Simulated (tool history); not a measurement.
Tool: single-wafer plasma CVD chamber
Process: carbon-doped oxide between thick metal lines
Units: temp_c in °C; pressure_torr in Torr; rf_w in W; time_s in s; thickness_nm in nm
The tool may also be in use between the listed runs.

Run 1, hour 0: temp_c 355 °C, pressure_torr 5.48 Torr, rf_w 470 W, time_s 104 s. Result: thickness_nm 558.05 nm.
Run 2, hour 3.3: temp_c 356 °C, pressure_torr 5.26 Torr, rf_w 430 W, time_s 103 s. Result: thickness_nm 497.46 nm.
Run 3, hour 9.8: temp_c 356 °C, pressure_torr 5.26 Torr, rf_w 495 W, time_s 103 s. Result: thickness_nm 568.53 nm.
Run 4, hour 12: temp_c 356 °C, pressure_torr 6.09 Torr, rf_w 495 W, time_s 103 s. Result: thickness_nm 583.18 nm.
Run 5, hour 20.9: temp_c 358 °C, pressure_torr 5.71 Torr, rf_w 460 W, time_s 102 s. Result: thickness_nm 530.35 nm.
Run 6, hour 26.2: temp_c 361 °C, pressure_torr 5.36 Torr, rf_w 440 W, time_s 102 s. Result: thickness_nm 501.17 nm.
Run 7, hour 32.2: temp_c 362 °C, pressure_torr 5.06 Torr, rf_w 425 W, time_s 102 s. Result: thickness_nm 480.41 nm.
Run 8, hour 38.1: temp_c 363 °C, pressure_torr 4.81 Torr, rf_w 415 W, time_s 102 s. Result: thickness_nm 463.89 nm.

Run 9 comes next. What will it give?
Run 9, hour 44.5: temp_c 364 °C, pressure_torr 4.64 Torr, rf_w 410 W, time_s 102 s. Result: thickness_nm ?.

Run 9 gave thickness_nm 452.87 nm.
